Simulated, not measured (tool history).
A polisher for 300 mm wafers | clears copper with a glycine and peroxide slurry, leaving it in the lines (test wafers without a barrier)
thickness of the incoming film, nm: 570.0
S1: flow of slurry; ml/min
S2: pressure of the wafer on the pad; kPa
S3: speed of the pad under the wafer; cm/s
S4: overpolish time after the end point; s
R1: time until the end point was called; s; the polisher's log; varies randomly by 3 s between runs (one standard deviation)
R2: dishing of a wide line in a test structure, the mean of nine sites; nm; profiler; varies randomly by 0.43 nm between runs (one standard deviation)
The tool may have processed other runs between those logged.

| run | hour | S1 | S2 | S3 | S4 | R1 | R2 |
|---|---|---|---|---|---|---|---|
| 1 | 0 | 230 | 19.3 | 92 | 16 | 87.762 | 27.519 |
| 2 | 1.8 | 230 | 19.3 | 92 | 12 | 88.015 | 26.367 |
| 3 | 5.3 | 230 | 19.3 | 104 | 12 | 80.596 | 27.204 |
| 4 | 13.1 | 230 | 19.3 | 82 | 12 | 100.85 | 26.004 |
| 5 | 20.1 | 230 | 17.2 | 82 | 12 | 107.33 | 25.14 |
| 6 | 21.4 | 230 | 19.3 | 82 | 12 | 99.088 | 25.32 |
| 7 | 25.5 | 230 | 17.2 | 78 | 13 | 111.78 | 24.846 |
| 8 | 29.3 | 230 | 15.9 | 74 | 15 | 121.14 | 25.922 |

Run 9, settings as shown, results not yet in. Your forecast:
| 9 | 31.3 | 230 | 14.5 | 72 | 15 | ? | ? |

Run 9 came out at R1 135.38 s, R2 25.376 nm.
